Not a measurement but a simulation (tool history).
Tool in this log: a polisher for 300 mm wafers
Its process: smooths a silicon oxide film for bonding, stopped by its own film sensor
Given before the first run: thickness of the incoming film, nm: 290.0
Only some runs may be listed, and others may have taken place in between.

| run | hour | flow of slurry (ml/min) | pressure of the wafer on the pad (kPa) | speed of the pad under the wafer (m/s) | abrasive content of the slurry | target thickness at which the film sensor stops the polish (Å) | time until the film sensor stopped the polish (s) |
|---|---|---|---|---|---|---|---|
| 1 | 0 | 305 | 14.5 | 0.9 | 1 | 2560 | 42.415 |
| 2 | 2.5 | 250 | 14.5 | 0.9 | 1 | 2560 | 43.153 |
| 3 | 11.1 | 250 | 14.5 | 0.74 | 1 | 2560 | 49.433 |
| 4 | 19.5 | 250 | 14.5 | 0.74 | 1 | 2590 | 45.29 |
| 5 | 25.8 | 250 | 13.1 | 0.74 | 1 | 2590 | 48.753 |
| 6 | 32.5 | 250 | 13.1 | 0.74 | 1.1 | 2590 | 45.938 |
| 7 | 40.6 | 250 | 11.7 | 0.72 | 1.1 | 2590 | 51.799 |
| 8 | 45.8 | 250 | 11 | 0.72 | 1.1 | 2590 | 55.662 |

Run 9 is up next; what results do you expect?
| 9 | 53.6 | 250 | 11 | 0.72 | 1.1 | 2590 | ? |

{"run 9": {"time until the film sensor stopped the polish (s)": 54.009}}
